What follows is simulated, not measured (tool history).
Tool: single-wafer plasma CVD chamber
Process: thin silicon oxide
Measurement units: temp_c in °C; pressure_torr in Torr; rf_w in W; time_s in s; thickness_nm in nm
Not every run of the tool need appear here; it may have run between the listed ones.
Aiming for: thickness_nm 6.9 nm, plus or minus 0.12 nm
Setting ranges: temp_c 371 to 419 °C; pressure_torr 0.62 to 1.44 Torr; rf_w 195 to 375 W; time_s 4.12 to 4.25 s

{"run": 1, "hour": 0.0, "temp_c": 395, "pressure_torr": 1.03, "rf_w": 285, "time_s": 4.12, "thickness_nm": 8.9206}
{"run": 2, "hour": 2.7, "temp_c": 395, "pressure_torr": 0.96, "rf_w": 285, "time_s": 4.12, "thickness_nm": 8.4448}
{"run": 3, "hour": 7.9, "temp_c": 395, "pressure_torr": 0.96, "rf_w": 250, "time_s": 4.12, "thickness_nm": 7.9226}
{"run": 4, "hour": 10.5, "temp_c": 395, "pressure_torr": 1.11, "rf_w": 250, "time_s": 4.12, "thickness_nm": 8.9332}
{"hour": 12.8, "done": "RF generator calibrated"}
{"run": 5, "hour": 12.8, "temp_c": 395, "pressure_torr": 1.02, "rf_w": 250, "time_s": 4.12, "thickness_nm": 8.4908}
{"run": 6, "hour": 18.5, "temp_c": 395, "pressure_torr": 0.94, "rf_w": 250, "time_s": 4.12, "thickness_nm": 7.9144}
{"run": 7, "hour": 25.4, "temp_c": 395, "pressure_torr": 0.94, "rf_w": 250, "time_s": 4.12, "thickness_nm": 7.9278}
{"run": 8, "hour": 27.1, "temp_c": 395, "pressure_torr": 0.89, "rf_w": 250, "time_s": 4.12, "thickness_nm": 7.4873}
{"run": 9, "hour": 36.0, "temp_c": 395, "pressure_torr": 0.89, "rf_w": 250, "time_s": 4.12, "thickness_nm": 7.4877}

5 next moves are on the table. One of them brings every result within its allowed miss. Which?
{"run": "A", "hour": 44.9, "temp_c": 399, "pressure_torr": 0.91, "rf_w": 250, "time_s": 4.25, "thickness_nm": "?"}
{"run": "B", "hour": 44.9, "temp_c": 397, "pressure_torr": 0.94, "rf_w": 260, "time_s": 4.25, "thickness_nm": "?"}
{"run": "C", "hour": 44.9, "temp_c": 391, "pressure_torr": 0.93, "rf_w": 255, "time_s": 4.17, "thickness_nm": "?"}
{"run": "D", "hour": 44.9, "temp_c": 390, "pressure_torr": 0.76, "rf_w": 275, "time_s": 4.12, "thickness_nm": "?"}
{"run": "E", "hour": 44.9, "temp_c": 398, "pressure_torr": 0.81, "rf_w": 260, "time_s": 4.12, "thickness_nm": "?"}

move=A thickness_nm=7.8603
move=B thickness_nm=8.2626
move=C thickness_nm=7.9836
move=D thickness_nm=6.548
move=E thickness_nm=6.8629
A: further off than the last run
B: further off than the last run
C: further off than the last run
D: takes the biggest miss from the last run beyond its target
E: in spec on every target
Go with E: it meets all targets.
